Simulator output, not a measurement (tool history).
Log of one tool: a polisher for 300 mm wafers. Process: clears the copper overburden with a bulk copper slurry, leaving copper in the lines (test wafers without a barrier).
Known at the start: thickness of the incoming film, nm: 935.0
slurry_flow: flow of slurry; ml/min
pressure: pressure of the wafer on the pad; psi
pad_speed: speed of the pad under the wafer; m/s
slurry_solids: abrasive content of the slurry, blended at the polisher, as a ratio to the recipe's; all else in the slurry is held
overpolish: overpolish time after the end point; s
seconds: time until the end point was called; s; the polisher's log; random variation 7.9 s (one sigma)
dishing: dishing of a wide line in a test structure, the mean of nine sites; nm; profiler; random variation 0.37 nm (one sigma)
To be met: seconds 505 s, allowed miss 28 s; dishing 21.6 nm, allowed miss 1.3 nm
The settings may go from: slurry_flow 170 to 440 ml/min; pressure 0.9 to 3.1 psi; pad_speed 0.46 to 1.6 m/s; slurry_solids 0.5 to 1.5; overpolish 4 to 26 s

run 1 hour=0 | slurry_flow=280 pressure=2 pad_speed=1.02 slurry_solids=1 overpolish=13 | seconds=158.9 dishing=46.366
run 2 hour=6.6 | slurry_flow=275 pressure=1.7 pad_speed=0.88 slurry_solids=0.95 overpolish=14 | seconds=220.96 dishing=39.029
run 3 hour=13.9 | slurry_flow=275 pressure=1.5 pad_speed=0.8 slurry_solids=0.95 overpolish=14 | seconds=276.08 dishing=32.059
run 4 hour=16 | slurry_flow=275 pressure=1.4 pad_speed=0.74 slurry_solids=0.95 overpolish=14 | seconds=318.55 dishing=27.518
run 5 hour=22.8 | slurry_flow=275 pressure=1.3 pad_speed=0.7 slurry_solids=0.95 overpolish=15 | seconds=366.28 dishing=26.348
run 6 hour=29.5 | slurry_flow=275 pressure=1.3 pad_speed=0.88 slurry_solids=0.95 overpolish=15 | seconds=297.31 dishing=31.474
run 7 hour=32.9 | slurry_flow=275 pressure=1.2 pad_speed=0.82 slurry_solids=0.95 overpolish=15 | seconds=336.22 dishing=27.573
run 8 hour=37.3 | slurry_flow=275 pressure=1.1 pad_speed=0.78 slurry_solids=0.95 overpolish=15 | seconds=383.5 dishing=24.91
run 9 hour=39.7 | slurry_flow=275 pressure=1.1 pad_speed=0.76 slurry_solids=0.95 overpolish=15 | seconds=387.95 dishing=24.222
run 10 hour=47 | slurry_flow=275 pressure=1.1 pad_speed=0.74 slurry_solids=0.95 overpolish=15 | seconds=409.4 dishing=23.07
run 11 hour=54.5 | slurry_flow=275 pressure=1.1 pad_speed=0.72 slurry_solids=0.95 overpolish=15 | seconds=413.88 dishing=23.109
run 12 hour=56.6 | slurry_flow=275 pressure=1 pad_speed=0.7 slurry_solids=0.95 overpolish=16 | seconds=468.59 dishing=22.312
run 13 hour=61.6 | slurry_flow=275 pressure=1 pad_speed=0.7 slurry_solids=0.95 overpolish=16 | seconds=466.52 dishing=22.205
run 14 hour=70 | slurry_flow=275 pressure=0.9 pad_speed=0.7 slurry_solids=0.95 overpolish=16 | seconds=512.16 dishing=19.724

Which of these 4 next moves meets every target?
run A hour=78.4 | slurry_flow=210 pressure=1 pad_speed=0.68 slurry_solids=0.85 overpolish=15 | seconds=? dishing=?
run B hour=78.4 | slurry_flow=255 pressure=0.9 pad_speed=0.62 slurry_solids=1.05 overpolish=16 | seconds=? dishing=?
run C hour=78.4 | slurry_flow=275 pressure=1 pad_speed=0.58 slurry_solids=0.95 overpolish=16 | seconds=? dishing=?
run D hour=78.4 | slurry_flow=250 pressure=1.1 pad_speed=0.58 slurry_solids=1 overpolish=17 | seconds=? dishing=?

move=A seconds=507.59 dishing=18.916
move=B seconds=575.58 dishing=17.807
move=C seconds=560.59 dishing=18.328
move=D seconds=513.22 dishing=21.066
A: further off than the last run
B: further off than the last run
C: further off than the last run
D: meets every target
Answer: D
